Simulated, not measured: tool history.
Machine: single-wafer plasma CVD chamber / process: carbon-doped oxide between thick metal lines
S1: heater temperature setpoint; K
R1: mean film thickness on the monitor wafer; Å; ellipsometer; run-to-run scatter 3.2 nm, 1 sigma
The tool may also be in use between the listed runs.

{"run": 1, "hour": 0.0, "S1": 638.15, "chamber pressure (Torr)": 4.77, "RF power (W)": 495, "deposition time (s)": 198, "R1": 8777.8}
{"run": 2, "hour": 6.0, "S1": 633.15, "chamber pressure (Torr)": 5.07, "RF power (W)": 500, "deposition time (s)": 198, "R1": 9063}
{"run": 3, "hour": 14.5, "S1": 633.15, "chamber pressure (Torr)": 5.65, "RF power (W)": 500, "deposition time (s)": 198, "R1": 9276.3}
{"run": 4, "hour": 16.3, "S1": 633.15, "chamber pressure (Torr)": 5.65, "RF power (W)": 445, "deposition time (s)": 198, "R1": 8156.6}
{"run": 5, "hour": 18.1, "S1": 629.15, "chamber pressure (Torr)": 5.99, "RF power (W)": 460, "deposition time (s)": 198, "R1": 8662.3}
{"run": 6, "hour": 25.1, "S1": 633.15, "chamber pressure (Torr)": 5.99, "RF power (W)": 460, "deposition time (s)": 198, "R1": 8632.3}
{"run": 7, "hour": 34.1, "S1": 626.15, "chamber pressure (Torr)": 6.68, "RF power (W)": 510, "deposition time (s)": 198, "R1": 9772.7}
{"run": 8, "hour": 37.0, "S1": 626.15, "chamber pressure (Torr)": 6.68, "RF power (W)": 510, "deposition time (s)": 198, "R1": 9810.9}
{"run": 9, "hour": 38.8, "S1": 630.15, "chamber pressure (Torr)": 6.5, "RF power (W)": 510, "deposition time (s)": 198, "R1": 9703.6}
{"run": 10, "hour": 44.8, "S1": 631.15, "chamber pressure (Torr)": 6.29, "RF power (W)": 510, "deposition time (s)": 198, "R1": 9602}

What will run 11 give?
{"run": 11, "hour": 53.7, "S1": 633.15, "chamber pressure (Torr)": 6.18, "RF power (W)": 510, "deposition time (s)": 198, "R1": "?"}

{"run 11": {"R1": 9572.2}}

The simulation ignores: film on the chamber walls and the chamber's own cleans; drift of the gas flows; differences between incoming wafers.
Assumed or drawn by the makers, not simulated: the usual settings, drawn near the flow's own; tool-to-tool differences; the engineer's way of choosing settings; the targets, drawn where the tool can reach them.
